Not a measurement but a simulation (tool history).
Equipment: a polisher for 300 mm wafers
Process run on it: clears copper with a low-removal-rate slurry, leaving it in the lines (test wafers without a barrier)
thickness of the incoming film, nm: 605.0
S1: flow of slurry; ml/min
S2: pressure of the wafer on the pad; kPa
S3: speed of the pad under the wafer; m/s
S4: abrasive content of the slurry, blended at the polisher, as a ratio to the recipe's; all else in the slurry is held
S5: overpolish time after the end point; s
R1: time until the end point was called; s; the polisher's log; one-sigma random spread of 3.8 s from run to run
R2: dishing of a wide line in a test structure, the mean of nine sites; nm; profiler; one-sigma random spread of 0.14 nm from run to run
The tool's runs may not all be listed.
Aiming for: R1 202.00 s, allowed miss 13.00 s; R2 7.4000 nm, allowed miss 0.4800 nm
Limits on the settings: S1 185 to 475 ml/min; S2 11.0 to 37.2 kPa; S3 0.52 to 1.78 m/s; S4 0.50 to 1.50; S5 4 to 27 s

run  hour   S1    S2    S3    S4  S5      R1       R2
  1   0.0  305  24.1  1.14  1.00  14  186.33  16.1730
  2   7.1  305  24.1  1.14  1.00  11  184.82  14.7110
  3  12.6  310  22.1  1.20  1.00  10  186.48  13.8910
  4  13.4  310  22.1  1.20  1.15  10  186.59  13.5310
  5  22.2  340  20.0  1.24  1.20   9  202.19  12.8060
  6  25.0  340  20.0  1.24  1.05   9  210.42  12.4290
  7  26.9  365  18.6  1.34  1.10   8  200.93  11.7980
  8  30.6  385  17.2  1.42  1.05   7  214.65  10.7060
  9  37.1  400  16.5  1.48  1.00   6  215.34   9.5195
 10  38.0  415  16.5  1.52  0.95   6  214.51   9.7082
 11  41.7  425  16.5  1.56  0.85   6  202.92   9.9570
 12  44.5  435  15.9  1.60  0.95   6  207.85   9.8150
 13  52.3  475  12.4  1.78  1.20   4  226.78   6.6717

4 next moves are on the table. One of them brings every result within its allowed miss. Which?
  A  60.1  475  11.0  1.66  1.50   4   ?   ?
  B  60.1  470  11.0  1.52  1.20   6   ?   ?
  C  60.1  470  11.0  1.78  1.25   4   ?   ?
  D  60.1  475  13.8  1.72  1.30   4   ?   ?

move      R1      R2
   A  253.46  6.0521
   B  286.40  7.5405
   C  248.12  6.1565
   D  205.28  7.1681
A: further off than the last run
B: further off than the last run
C: further off than the last run
D: hits every target within its allowed miss
Correct choice: D, which meets every target

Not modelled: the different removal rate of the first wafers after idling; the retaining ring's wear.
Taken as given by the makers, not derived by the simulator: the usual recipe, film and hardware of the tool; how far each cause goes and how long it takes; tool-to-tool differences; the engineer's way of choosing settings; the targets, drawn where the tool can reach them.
